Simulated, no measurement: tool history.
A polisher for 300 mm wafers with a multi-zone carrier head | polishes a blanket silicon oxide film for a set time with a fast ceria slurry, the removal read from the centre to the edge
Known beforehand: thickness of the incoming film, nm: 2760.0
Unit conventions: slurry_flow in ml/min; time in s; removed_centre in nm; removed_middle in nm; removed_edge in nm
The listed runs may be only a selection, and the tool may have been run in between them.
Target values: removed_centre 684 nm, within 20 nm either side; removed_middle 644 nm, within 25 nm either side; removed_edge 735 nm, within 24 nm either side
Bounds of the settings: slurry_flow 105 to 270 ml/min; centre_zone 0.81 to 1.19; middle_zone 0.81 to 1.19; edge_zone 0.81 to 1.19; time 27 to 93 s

{"run": 1, "hour": 0.0, "slurry_flow": 175, "centre_zone": 1, "middle_zone": 1, "edge_zone": 1, "time": 59, "removed_centre": 849.56, "removed_middle": 861.73, "removed_edge": 850.74}
{"run": 2, "hour": 6.6, "slurry_flow": 165, "centre_zone": 0.99, "middle_zone": 0.97, "edge_zone": 0.99, "time": 58, "removed_centre": 828.08, "removed_middle": 841.53, "removed_edge": 839.84}
{"run": 3, "hour": 13.5, "slurry_flow": 165, "centre_zone": 0.99, "middle_zone": 0.95, "edge_zone": 1, "time": 56, "removed_centre": 797.82, "removed_middle": 778.97, "removed_edge": 800.98}
{"run": 4, "hour": 15.2, "slurry_flow": 165, "centre_zone": 1.03, "middle_zone": 0.95, "edge_zone": 1, "time": 56, "removed_centre": 820.72, "removed_middle": 789.52, "removed_edge": 797.9}
{"hour": 17.2, "done": "worn pad replaced by a new one"}
{"run": 5, "hour": 17.2, "slurry_flow": 165, "centre_zone": 1.07, "middle_zone": 0.95, "edge_zone": 1, "time": 56, "removed_centre": 943.19, "removed_middle": 871.48, "removed_edge": 879.78}
{"run": 6, "hour": 22.6, "slurry_flow": 165, "centre_zone": 1.04, "middle_zone": 0.93, "edge_zone": 1, "time": 56, "removed_centre": 927.22, "removed_middle": 852.2, "removed_edge": 904.28}
{"run": 7, "hour": 30.3, "slurry_flow": 160, "centre_zone": 1.03, "middle_zone": 0.92, "edge_zone": 1.01, "time": 54, "removed_centre": 875.09, "removed_middle": 796.88, "removed_edge": 859.07}
{"run": 8, "hour": 34.5, "slurry_flow": 160, "centre_zone": 1.01, "middle_zone": 0.91, "edge_zone": 1, "time": 53, "removed_centre": 846.55, "removed_middle": 788.06, "removed_edge": 848.78}
{"run": 9, "hour": 39.5, "slurry_flow": 165, "centre_zone": 1.01, "middle_zone": 0.91, "edge_zone": 1.02, "time": 51, "removed_centre": 814.15, "removed_middle": 779.62, "removed_edge": 819.74}
{"run": 10, "hour": 42.1, "slurry_flow": 155, "centre_zone": 1, "middle_zone": 0.9, "edge_zone": 1.01, "time": 51, "removed_centre": 802.94, "removed_middle": 752.44, "removed_edge": 805.34}
{"run": 11, "hour": 51.1, "slurry_flow": 150, "centre_zone": 0.99, "middle_zone": 0.89, "edge_zone": 1.01, "time": 50, "removed_centre": 776.78, "removed_middle": 725.8, "removed_edge": 785.85}
{"run": 12, "hour": 58.1, "slurry_flow": 145, "centre_zone": 0.98, "middle_zone": 0.88, "edge_zone": 1.01, "time": 50, "removed_centre": 755.68, "removed_middle": 726.72, "removed_edge": 779.95}
{"run": 13, "hour": 59.4, "slurry_flow": 145, "centre_zone": 0.97, "middle_zone": 0.87, "edge_zone": 1.01, "time": 49, "removed_centre": 739.36, "removed_middle": 699.09, "removed_edge": 787.14}

Exercise: of the 5 proposed moves below, exactly one satisfies all targets within the stated allowed misses. Which move is it?
{"run": "A", "hour": 60.7, "slurry_flow": 105, "centre_zone": 1, "middle_zone": 0.9, "edge_zone": 1.09, "time": 47, "removed_centre": "?", "removed_middle": "?", "removed_edge": "?"}
{"run": "B", "hour": 60.7, "slurry_flow": 120, "centre_zone": 1.1, "middle_zone": 1.05, "edge_zone": 0.94, "time": 49, "removed_centre": "?", "removed_middle": "?", "removed_edge": "?"}
{"run": "C", "hour": 60.7, "slurry_flow": 170, "centre_zone": 0.86, "middle_zone": 0.92, "edge_zone": 0.96, "time": 47, "removed_centre": "?", "removed_middle": "?", "removed_edge": "?"}
{"run": "D", "hour": 60.7, "slurry_flow": 105, "centre_zone": 0.85, "middle_zone": 0.87, "edge_zone": 1.08, "time": 51, "removed_centre": "?", "removed_middle": "?", "removed_edge": "?"}
{"run": "E", "hour": 60.7, "slurry_flow": 145, "centre_zone": 0.85, "middle_zone": 0.83, "edge_zone": 0.99, "time": 47, "removed_centre": "?", "removed_middle": "?", "removed_edge": "?"}

move=A removed_centre=682.08 removed_middle=654.49 removed_edge=742.69
move=B removed_centre=804.65 removed_middle=787.47 removed_edge=730.99
move=C removed_centre=639.33 removed_middle=719.38 removed_edge=737
move=D removed_centre=628.14 removed_middle=692.58 removed_edge=802.48
move=E removed_centre=615.18 removed_middle=649.93 removed_edge=736.33
A: every result within its allowed miss
B: moves away from the targets compared with the last run
C: pushes the last run's worst result past its target
D: pushes the last run's worst result past its target
E: pushes the last run's worst result past its target
Go with A: it meets all targets.
